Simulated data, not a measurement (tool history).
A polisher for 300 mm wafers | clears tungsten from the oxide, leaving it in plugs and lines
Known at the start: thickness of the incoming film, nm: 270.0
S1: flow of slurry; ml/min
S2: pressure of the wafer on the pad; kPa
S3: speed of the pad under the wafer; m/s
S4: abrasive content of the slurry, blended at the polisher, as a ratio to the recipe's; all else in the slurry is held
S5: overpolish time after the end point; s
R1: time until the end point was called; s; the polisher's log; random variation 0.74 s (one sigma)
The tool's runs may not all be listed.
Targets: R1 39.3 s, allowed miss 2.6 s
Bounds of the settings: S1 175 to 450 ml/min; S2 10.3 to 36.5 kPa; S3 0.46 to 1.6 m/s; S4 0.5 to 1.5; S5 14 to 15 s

{"run": 1, "hour": 0.0, "S1": 290, "S2": 23.4, "S3": 1.02, "S4": 1, "S5": 14, "R1": 66.382}
{"run": 2, "hour": 2.6, "S1": 290, "S2": 23.4, "S3": 1.24, "S4": 1, "S5": 14, "R1": 55.729}
{"run": 3, "hour": 7.6, "S1": 290, "S2": 25.5, "S3": 1.26, "S4": 1, "S5": 14, "R1": 49.817}
{"run": 4, "hour": 10.9, "S1": 290, "S2": 25.5, "S3": 1.12, "S4": 1, "S5": 14, "R1": 56.373}
{"run": 5, "hour": 19.4, "S1": 290, "S2": 25.5, "S3": 1.12, "S4": 1.15, "S5": 14, "R1": 55.357}
{"run": 6, "hour": 24.4, "S1": 290, "S2": 25.5, "S3": 1.12, "S4": 1.15, "S5": 15, "R1": 53.431}
{"hour": 33.1, "done": "head pressure recalibrated"}
{"run": 7, "hour": 33.1, "S1": 290, "S2": 27.6, "S3": 1.14, "S4": 1.15, "S5": 15, "R1": 46.742}
{"run": 8, "hour": 39.0, "S1": 290, "S2": 28.3, "S3": 1.14, "S4": 1.15, "S5": 15, "R1": 46.405}

Which of these 4 next moves meets every target?
{"run": "A", "hour": 44.9, "S1": 275, "S2": 29.6, "S3": 1, "S4": 1.1, "S5": 15, "R1": "?"}
{"run": "B", "hour": 44.9, "S1": 295, "S2": 28.3, "S3": 1.36, "S4": 1, "S5": 14, "R1": "?"}
{"run": "C", "hour": 44.9, "S1": 290, "S2": 27.6, "S3": 1.16, "S4": 1.05, "S5": 14, "R1": "?"}
{"run": "D", "hour": 44.9, "S1": 240, "S2": 28.3, "S3": 1.08, "S4": 1.4, "S5": 14, "R1": "?"}

move=A R1=46.728
move=B R1=39.316
move=C R1=45.151
move=D R1=44.81
A: as far off as the last run
B: meets every target
C: nearer than the last run, and not there yet
D: nearer than the last run, and not there yet
Move B is the one to make.
